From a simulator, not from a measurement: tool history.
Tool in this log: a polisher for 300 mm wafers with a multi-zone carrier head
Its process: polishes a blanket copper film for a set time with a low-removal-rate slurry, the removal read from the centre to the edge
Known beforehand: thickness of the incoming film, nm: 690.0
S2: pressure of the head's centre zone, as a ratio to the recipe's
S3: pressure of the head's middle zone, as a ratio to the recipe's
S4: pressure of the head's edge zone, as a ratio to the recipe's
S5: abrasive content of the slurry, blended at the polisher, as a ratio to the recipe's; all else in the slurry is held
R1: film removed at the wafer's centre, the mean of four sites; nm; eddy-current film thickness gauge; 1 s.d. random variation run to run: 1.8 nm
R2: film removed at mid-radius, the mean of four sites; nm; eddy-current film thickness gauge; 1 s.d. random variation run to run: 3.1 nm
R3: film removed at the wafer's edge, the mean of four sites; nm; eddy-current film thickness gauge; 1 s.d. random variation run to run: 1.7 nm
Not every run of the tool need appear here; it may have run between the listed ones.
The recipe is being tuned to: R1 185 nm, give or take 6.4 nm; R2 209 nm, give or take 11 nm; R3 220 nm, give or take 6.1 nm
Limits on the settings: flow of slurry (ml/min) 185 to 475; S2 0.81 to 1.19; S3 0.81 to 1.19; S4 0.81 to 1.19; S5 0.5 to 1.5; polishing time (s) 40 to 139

Run 1, hour 0: flow of slurry (ml/min) 305, S2 1, S3 1, S4 1, S5 1, polishing time (s) 89. Result: R1 178.34 nm, R2 172.7 nm, R3 171.15 nm.
Run 2, hour 7: flow of slurry (ml/min) 270, S2 1, S3 1, S4 1, S5 1, polishing time (s) 89. Result: R1 171.91 nm, R2 174.66 nm, R3 171.1 nm.
Run 3, hour 9.6: flow of slurry (ml/min) 265, S2 0.99, S3 1, S4 1.02, S5 1.05, polishing time (s) 90. Result: R1 176.22 nm, R2 178.23 nm, R3 174.78 nm.
Run 4, hour 14.7: flow of slurry (ml/min) 265, S2 0.99, S3 1, S4 0.97, S5 1.05, polishing time (s) 90. Result: R1 174.11 nm, R2 177.7 nm, R3 173.37 nm.
Run 5, hour 20.9: flow of slurry (ml/min) 265, S2 0.92, S3 1, S4 0.97, S5 1.05, polishing time (s) 90. Result: R1 165.3 nm, R2 174.02 nm, R3 172.14 nm.
Run 6, hour 29.2: flow of slurry (ml/min) 255, S2 0.91, S3 1, S4 0.98, S5 1.1, polishing time (s) 92. Result: R1 164.09 nm, R2 180.41 nm, R3 176.13 nm.
Run 7, hour 36.8: flow of slurry (ml/min) 255, S2 0.9, S3 0.99, S4 0.99, S5 1.15, polishing time (s) 94. Result: R1 168.92 nm, R2 180.97 nm, R3 184 nm.
Run 8, hour 39.9: flow of slurry (ml/min) 255, S2 0.9, S3 1, S4 1, S5 1.2, polishing time (s) 95. Result: R1 169.95 nm, R2 194.39 nm, R3 189.1 nm.
At hour 44.4: worn pad replaced by a new one.
Run 9, hour 44.4: flow of slurry (ml/min) 285, S2 0.95, S3 0.93, S4 1.1, S5 1.35, polishing time (s) 98. Result: R1 216.13 nm, R2 216.91 nm, R3 234.84 nm.

4 next moves are on the table. One of them brings every result within its allowed miss. Which?
Run A, hour 48.9: flow of slurry (ml/min) 275, S2 0.93, S3 1.11, S4 1.1, S5 1.5, polishing time (s) 94. Result: R1 ?, R2 ?, R3 ?.
Run B, hour 48.9: flow of slurry (ml/min) 205, S2 0.85, S3 0.95, S4 1.01, S5 1.35, polishing time (s) 98. Result: R1 ?, R2 ?, R3 ?.
Run C, hour 48.9: flow of slurry (ml/min) 285, S2 0.99, S3 1.13, S4 1, S5 1.5, polishing time (s) 86. Result: R1 ?, R2 ?, R3 ?.
Run D, hour 48.9: flow of slurry (ml/min) 280, S2 0.96, S3 1.09, S4 1.06, S5 1.3, polishing time (s) 94. Result: R1 ?, R2 ?, R3 ?.

move      R1      R2      R3
   A  208.44  242.42  230.78
   B  184.59  207.46  218.54
   C  204.07  226.11  202.01
   D   208.7  231.41   219.6
A: gains on the last run, yet a result remains outside its allowed miss
B: in spec on every target
C: gains on the last run, yet a result remains outside its allowed miss
D: gains on the last run, yet a result remains outside its allowed miss
So the answer is move B, the one that meets all the targets.

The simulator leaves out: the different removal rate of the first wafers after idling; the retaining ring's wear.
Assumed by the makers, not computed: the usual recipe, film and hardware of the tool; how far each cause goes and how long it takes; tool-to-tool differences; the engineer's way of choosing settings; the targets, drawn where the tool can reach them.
